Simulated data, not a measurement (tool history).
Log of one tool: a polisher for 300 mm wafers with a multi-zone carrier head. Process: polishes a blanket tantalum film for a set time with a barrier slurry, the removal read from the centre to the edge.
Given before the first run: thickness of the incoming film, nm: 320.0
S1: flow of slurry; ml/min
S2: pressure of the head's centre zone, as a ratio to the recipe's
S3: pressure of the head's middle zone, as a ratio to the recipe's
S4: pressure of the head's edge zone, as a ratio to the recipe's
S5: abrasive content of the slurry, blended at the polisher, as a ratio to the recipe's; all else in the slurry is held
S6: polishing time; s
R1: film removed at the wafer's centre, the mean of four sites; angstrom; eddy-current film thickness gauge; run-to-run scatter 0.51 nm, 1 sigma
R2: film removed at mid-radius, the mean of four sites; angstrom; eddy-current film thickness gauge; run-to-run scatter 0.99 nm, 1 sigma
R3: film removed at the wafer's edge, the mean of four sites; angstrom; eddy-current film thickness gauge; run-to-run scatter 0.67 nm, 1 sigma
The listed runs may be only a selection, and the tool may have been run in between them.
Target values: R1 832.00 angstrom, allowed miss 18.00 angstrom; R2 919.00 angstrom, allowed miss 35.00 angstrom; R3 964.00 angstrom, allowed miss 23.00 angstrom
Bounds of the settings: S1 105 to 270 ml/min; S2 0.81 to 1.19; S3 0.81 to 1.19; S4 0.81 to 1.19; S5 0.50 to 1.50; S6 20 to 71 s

run 1 hour=0.0 | S1=175 S2=1.00 S3=1.00 S4=1.00 S5=1.00 S6=45 | R1=1120.40 R2=1174.40 R3=1139.80
run 2 hour=1.5 | S1=175 S2=1.00 S3=1.00 S4=0.92 S5=1.00 S6=45 | R1=1126.40 R2=1144.00 R3=1100.40
run 3 hour=9.2 | S1=175 S2=1.00 S3=1.00 S4=0.92 S5=1.00 S6=56 | R1=1406.80 R2=1441.80 R3=1379.60
run 4 hour=16.9 | S1=175 S2=1.08 S3=1.00 S4=0.92 S5=1.00 S6=56 | R1=1505.90 R2=1429.80 R3=1364.60
run 5 hour=25.8 | S1=175 S2=1.08 S3=1.00 S4=0.92 S5=1.10 S6=56 | R1=1556.80 R2=1431.10 R3=1381.90
run 6 hour=28.5 | S1=165 S2=1.04 S3=0.97 S4=0.91 S5=1.00 S6=54 | R1=1379.40 R2=1342.40 R3=1315.70
run 7 hour=30.3 | S1=165 S2=1.02 S3=0.95 S4=0.90 S5=0.90 S6=52 | R1=1253.50 R2=1233.80 R3=1204.30
run 8 hour=33.5 | S1=160 S2=0.99 S3=0.92 S4=0.90 S5=0.80 S6=51 | R1=1167.30 R2=1094.80 R3=1141.30
run 9 hour=36.0 | S1=150 S2=0.95 S3=0.92 S4=0.89 S5=0.75 S6=51 | R1=1067.10 R2=1064.60 R3=1102.30
run 10 hour=39.3 | S1=145 S2=0.93 S3=0.92 S4=0.88 S5=0.70 S6=51 | R1=1012.90 R2=1033.00 R3=1055.70
run 11 hour=45.5 | S1=140 S2=0.91 S3=0.91 S4=0.87 S5=0.70 S6=51 | R1=980.81 R2=1019.50 R3=1053.50
run 12 hour=52.4 | S1=135 S2=0.90 S3=0.90 S4=0.86 S5=0.70 S6=51 | R1=960.11 R2=1011.00 R3=1031.40
run 13 hour=55.5 | S1=130 S2=0.88 S3=0.89 S4=0.85 S5=0.70 S6=51 | R1=925.04 R2=991.04 R3=1020.50
run 14 hour=59.9 | S1=115 S2=0.82 S3=0.86 S4=0.81 S5=0.60 S6=51 | R1=792.17 R2=881.43 R3=904.70
run 15 hour=67.8 | S1=120 S2=0.82 S3=0.86 S4=0.82 S5=0.60 S6=51 | R1=801.23 R2=870.35 R3=925.87
run 16 hour=70.5 | S1=125 S2=0.82 S3=0.87 S4=0.82 S5=0.60 S6=51 | R1=800.77 R2=921.71 R3=935.63

Which single option among these 5 for the next run brings every result within its allowed miss of target? Just one does.
run A hour=73.2 | S1=130 S2=0.83 S3=0.95 S4=0.81 S5=0.60 S6=52 | R1=? R2=? R3=?
run B hour=73.2 | S1=115 S2=0.87 S3=0.92 S4=0.84 S5=0.55 S6=51 | R1=? R2=? R3=?
run C hour=73.2 | S1=140 S2=0.87 S3=0.85 S4=0.87 S5=0.50 S6=52 | R1=? R2=? R3=?
run D hour=73.2 | S1=115 S2=0.83 S3=0.84 S4=0.82 S5=0.65 S6=52 | R1=? R2=? R3=?
run E hour=73.2 | S1=115 S2=0.85 S3=0.81 S4=0.85 S5=0.55 S6=54 | R1=? R2=? R3=?

move=A R1=855.94 R2=993.98 R3=955.42
move=B R1=815.18 R2=884.71 R3=897.39
move=C R1=845.33 R2=853.24 R3=924.92
move=D R1=849.28 R2=895.75 R3=969.99
move=E R1=843.15 R2=843.54 R3=956.60
A: pushes the last run's worst result past its target
B: the worst result of the last run now meets its target, but another is out of spec
C: the worst result of the last run now meets its target, but another is out of spec
D: hits every target within its allowed miss
E: the worst result of the last run now meets its target, but another is out of spec
Answer: D
